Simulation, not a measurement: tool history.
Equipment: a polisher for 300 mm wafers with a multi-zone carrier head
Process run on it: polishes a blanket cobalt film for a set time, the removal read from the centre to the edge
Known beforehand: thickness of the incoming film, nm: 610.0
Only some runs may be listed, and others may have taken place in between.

run  hour  flow of slurry (ml/min)  pressure of the head's centre zone  pressure of the head's middle zone  pressure of the head's edge zone  polishing time (s)  film removed at the wafer's centre (nm)  film removed at mid-radius (nm)  film removed at the wafer's edge (nm)
  1     0                      220                                   1                                   1                                 1                  61                                   247.53                           246.47                                  245.1
  2     3                      220                                   1                                   1                                 1                  72                                   292.65                           294.79                                 288.37
  3   7.3                      220                                   1                                   1                              0.94                  72                                   290.31                           291.86                                 275.08
  4   9.8                      215                                   1                                0.98                              0.94                  72                                   290.29                           287.46                                 279.65
  5  15.5                      215                                   1                                1.05                              0.94                  72                                    290.4                           300.45                                 279.77
  6  16.6                      210                                   1                                1.02                              0.94                  72                                    289.6                           295.56                                 279.25
  7  17.9                      205                                   1                                0.99                              0.94                  72                                    285.8                           291.15                                 269.53
  8  22.7                      205                                   1                                0.99                              0.94                  72                                   291.46                           291.15                                 272.59

Predict the results of run 9:
  9  23.5                      210                                   1                                0.97                              0.95                  71                                        ?                                ?                                      ?

film removed at the wafer's centre (nm): 284.37
film removed at mid-radius (nm): 281.47
film removed at the wafer's edge (nm): 272.66
